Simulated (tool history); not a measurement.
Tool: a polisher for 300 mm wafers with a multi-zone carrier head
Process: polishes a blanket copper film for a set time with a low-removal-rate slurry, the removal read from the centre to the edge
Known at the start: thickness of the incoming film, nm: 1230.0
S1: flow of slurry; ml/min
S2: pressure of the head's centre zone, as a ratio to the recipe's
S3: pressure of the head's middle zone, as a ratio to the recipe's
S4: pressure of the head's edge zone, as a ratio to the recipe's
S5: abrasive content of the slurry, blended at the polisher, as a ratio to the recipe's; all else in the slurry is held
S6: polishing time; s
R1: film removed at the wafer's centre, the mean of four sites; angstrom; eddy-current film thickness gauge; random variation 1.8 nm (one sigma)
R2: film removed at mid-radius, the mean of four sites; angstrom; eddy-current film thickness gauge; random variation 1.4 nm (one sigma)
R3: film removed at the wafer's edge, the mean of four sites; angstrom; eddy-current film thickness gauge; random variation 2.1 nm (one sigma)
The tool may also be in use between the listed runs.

{"run": 1, "hour": 0.0, "S1": 215, "S2": 1, "S3": 1, "S4": 1, "S5": 1, "S6": 62, "R1": 1138.4, "R2": 1256.2, "R3": 1232}
{"run": 2, "hour": 2.5, "S1": 220, "S2": 1.02, "S3": 0.99, "S4": 1.04, "S5": 1.1, "S6": 63, "R1": 1202, "R2": 1287.7, "R3": 1321.6}
{"run": 3, "hour": 7.5, "S1": 255, "S2": 1.02, "S3": 0.99, "S4": 1.04, "S5": 1.1, "S6": 63, "R1": 1216, "R2": 1302.5, "R3": 1340.1}
{"run": 4, "hour": 9.7, "S1": 255, "S2": 0.98, "S3": 0.99, "S4": 1.04, "S5": 1.1, "S6": 63, "R1": 1208.6, "R2": 1308, "R3": 1297.8}
{"run": 5, "hour": 10.6, "S1": 295, "S2": 0.98, "S3": 0.99, "S4": 1.04, "S5": 1.1, "S6": 63, "R1": 1203.7, "R2": 1339.5, "R3": 1320.3}
{"run": 6, "hour": 19.1, "S1": 295, "S2": 0.98, "S3": 0.99, "S4": 1.1, "S5": 1.1, "S6": 63, "R1": 1210.4, "R2": 1328.5, "R3": 1371.3}

The next listed run, before its measurement:
{"run": 7, "hour": 20.4, "S1": 295, "S2": 1.02, "S3": 0.99, "S4": 1.11, "S5": 1.15, "S6": 63, "R1": "?", "R2": "?", "R3": "?"}

R1: 1230.7 angstrom
R2: 1340.6 angstrom
R3: 1353.7 angstrom
